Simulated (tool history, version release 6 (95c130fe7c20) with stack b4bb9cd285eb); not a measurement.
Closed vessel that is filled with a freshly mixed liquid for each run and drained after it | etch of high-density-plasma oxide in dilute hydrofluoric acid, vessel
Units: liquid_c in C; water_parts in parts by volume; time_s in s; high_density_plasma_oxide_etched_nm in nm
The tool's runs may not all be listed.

run    day  liquid_c  water_parts  time_s  high_density_plasma_oxide_etched_nm
  1  0.000      22.0          185    1140                               28.527
  2  0.133      23.0          180    1140                               30.827
  3  0.308      23.0          180    1220                               32.124
  4  0.396      23.0          180    1140                               30.732
  5  0.746      23.5          175    1140                               31.620
  6  1.067      24.0          170    1140                               33.932

Run 7 comes next. What will it give?
  7  1.254      24.5          170    1140                                    ?

{"run 7": {"high_density_plasma_oxide_etched_nm": 34.45}}

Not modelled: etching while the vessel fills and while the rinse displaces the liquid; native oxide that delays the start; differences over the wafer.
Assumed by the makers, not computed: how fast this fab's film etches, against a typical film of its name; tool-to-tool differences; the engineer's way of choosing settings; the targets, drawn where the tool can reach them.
